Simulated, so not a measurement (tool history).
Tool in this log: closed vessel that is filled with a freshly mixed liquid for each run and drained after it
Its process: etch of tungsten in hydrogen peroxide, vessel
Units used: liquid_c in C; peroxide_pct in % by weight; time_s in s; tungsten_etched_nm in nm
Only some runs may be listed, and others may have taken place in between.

run 1 hour=0.0 | liquid_c=56.0 peroxide_pct=21.0 time_s=100 | tungsten_etched_nm=124.18
run 2 hour=6.1 | liquid_c=55.0 peroxide_pct=21.0 time_s=100 | tungsten_etched_nm=117.80
run 3 hour=12.8 | liquid_c=55.0 peroxide_pct=19.0 time_s=100 | tungsten_etched_nm=111.09
run 4 hour=18.0 | liquid_c=59.5 peroxide_pct=19.0 time_s=100 | tungsten_etched_nm=147.12
run 5 hour=18.6 | liquid_c=59.5 peroxide_pct=22.5 time_s=100 | tungsten_etched_nm=156.27
run 6 hour=20.6 | liquid_c=52.5 peroxide_pct=22.5 time_s=100 | tungsten_etched_nm=104.40

Run 7 is up next; what results do you expect?
run 7 hour=25.3 | liquid_c=52.0 peroxide_pct=22.5 time_s=100 | tungsten_etched_nm=?

{"run 7": {"tungsten_etched_nm": 101.19}}

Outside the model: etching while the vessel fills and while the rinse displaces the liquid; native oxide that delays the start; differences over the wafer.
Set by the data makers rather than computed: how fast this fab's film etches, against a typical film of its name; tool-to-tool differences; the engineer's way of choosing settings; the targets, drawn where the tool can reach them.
